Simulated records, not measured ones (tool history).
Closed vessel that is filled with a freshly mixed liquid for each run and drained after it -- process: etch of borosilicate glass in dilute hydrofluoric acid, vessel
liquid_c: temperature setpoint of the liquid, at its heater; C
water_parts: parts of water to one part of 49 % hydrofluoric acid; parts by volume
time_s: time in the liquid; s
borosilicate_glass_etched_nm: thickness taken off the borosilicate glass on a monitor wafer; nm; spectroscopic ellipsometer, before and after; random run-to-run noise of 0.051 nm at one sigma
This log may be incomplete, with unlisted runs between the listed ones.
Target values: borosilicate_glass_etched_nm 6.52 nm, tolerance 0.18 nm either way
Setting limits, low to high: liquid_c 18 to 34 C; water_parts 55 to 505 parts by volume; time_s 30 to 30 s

run	hour	liquid_c	water_parts	time_s	borosilicate_glass_etched_nm
1	0	26	280	30	2.9652
2	3	28	245	30	3.7716
3	7.1	28	245	30	3.8022
4	12.9	28	310	30	2.7981
5	14.8	28	310	30	2.8083
6	19.3	28	310	30	2.7971
7	27.5	29.5	270	30	3.5433
8	30.2	30.5	240	30	4.2945
9	33.6	31.5	220	30	4.9188

Exactly one of the 4 candidate moves below puts every result within its allowed miss. Which one?
A	37	30.5	240	30	?
B	37	31.5	195	30	?
C	37	32.5	195	30	?
D	37	25.5	145	30	?

move	borosilicate_glass_etched_nm
A	4.2408
B	5.7052
C	5.902
D	6.5772
A: lands further from the targets than the last run did
B: better than the last run, though not everything is in spec
C: better than the last run, though not everything is in spec
D: hits every target within its allowed miss
So the answer is move D, the one that meets all the targets.
